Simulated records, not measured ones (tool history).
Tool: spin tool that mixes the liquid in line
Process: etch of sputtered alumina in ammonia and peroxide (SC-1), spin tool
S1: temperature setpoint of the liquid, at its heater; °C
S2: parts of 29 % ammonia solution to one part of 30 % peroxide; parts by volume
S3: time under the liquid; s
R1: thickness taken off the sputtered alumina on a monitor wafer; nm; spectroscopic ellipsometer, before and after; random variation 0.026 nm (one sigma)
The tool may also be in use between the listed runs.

run	hour	S1	S2	S3	R1
1	0	63	0.65	75	8.0195
2	8.1	63	0.65	55	5.8937
3	14.4	63	0.5	55	5.7699
4	17	63	0.5	55	5.7338
5	25.1	60.5	0.5	55	5.1066
6	31.4	57.5	0.5	55	4.3669
7	37.2	56	0.5	55	3.9561

The next listed run, before its measurement:
8	40.9	49.5	0.5	55	?

R1: 2.8252 nm
